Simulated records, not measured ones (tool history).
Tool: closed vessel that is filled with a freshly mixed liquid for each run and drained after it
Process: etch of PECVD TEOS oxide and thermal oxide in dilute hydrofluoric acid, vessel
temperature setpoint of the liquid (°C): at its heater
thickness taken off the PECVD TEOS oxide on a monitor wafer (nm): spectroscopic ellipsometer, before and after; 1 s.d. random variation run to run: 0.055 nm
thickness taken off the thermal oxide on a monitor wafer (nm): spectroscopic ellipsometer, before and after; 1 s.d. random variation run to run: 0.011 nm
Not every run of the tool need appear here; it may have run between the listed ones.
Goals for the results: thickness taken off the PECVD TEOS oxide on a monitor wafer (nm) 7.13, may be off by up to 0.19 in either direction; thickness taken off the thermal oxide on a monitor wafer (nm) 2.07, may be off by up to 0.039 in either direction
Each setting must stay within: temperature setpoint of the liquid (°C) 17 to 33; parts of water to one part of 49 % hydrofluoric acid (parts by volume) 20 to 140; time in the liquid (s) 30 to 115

run	hour	temperature setpoint of the liquid (°C)	parts of water to one part of 49 % hydrofluoric acid (parts by volume)	time in the liquid (s)	thickness taken off the PECVD TEOS oxide on a monitor wafer (nm)	thickness taken off the thermal oxide on a monitor wafer (nm)
1	0	25	75	60	14.457	4.1864
2	6.5	25	45	60	24.858	7.2527
3	12.7	22.5	60	60	16.667	4.7965
4	13.6	21	70	60	13.165	3.8387
5	20.6	24	70	60	14.766	4.3313
6	28.8	22	75	60	12.683	3.7486
7	38	20.5	80	60	11.239	3.2412
8	40.3	20.5	80	60	11.091	3.2399
9	41.4	19.5	85	60	9.9926	2.8909

Pick the move, out of 5, that brings all results within their allowed miss; only one does.
A	42.5	17	90	55	?	?
B	42.5	24	110	45	?	?
C	42.5	24.5	90	35	?	?
D	42.5	17	105	60	?	?
E	42.5	24.5	100	40	?	?

move	thickness taken off the PECVD TEOS oxide on a monitor wafer (nm)	thickness taken off the thermal oxide on a monitor wafer (nm)
A	7.7707	2.2695
B	6.7707	1.9774
C	6.7291	1.9653
D	7.1533	2.0892
E	6.8352	1.9963
A: closes in on the targets versus the last run, not all within tolerance yet
B: the result that was furthest off in the last run now lies on the other side of its target
C: the result that was furthest off in the last run now lies on the other side of its target
D: every result lands within tolerance
E: the result that was furthest off in the last run now lies on the other side of its target
Go with D: it meets all targets.
